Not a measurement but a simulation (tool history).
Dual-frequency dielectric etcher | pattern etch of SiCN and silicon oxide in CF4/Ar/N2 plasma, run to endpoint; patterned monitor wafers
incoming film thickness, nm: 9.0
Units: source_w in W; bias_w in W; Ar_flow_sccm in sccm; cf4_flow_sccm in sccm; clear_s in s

run	hour	source_w	bias_w	Ar_flow_sccm	cf4_flow_sccm	clear_s
1	0.0	570	85	76	49	8.2269
2	1.7	610	85	76	49	7.7298
3	10.7	630	85	76	49	7.5955
4	13.7	630	75	76	49	7.8738
5	22.1	650	75	76	49	7.7386
6	29.3	600	75	76	49	8.1478

The next listed run, before its measurement:
7	36.5	630	75	76	49	?

clear_s: 7.9490 s

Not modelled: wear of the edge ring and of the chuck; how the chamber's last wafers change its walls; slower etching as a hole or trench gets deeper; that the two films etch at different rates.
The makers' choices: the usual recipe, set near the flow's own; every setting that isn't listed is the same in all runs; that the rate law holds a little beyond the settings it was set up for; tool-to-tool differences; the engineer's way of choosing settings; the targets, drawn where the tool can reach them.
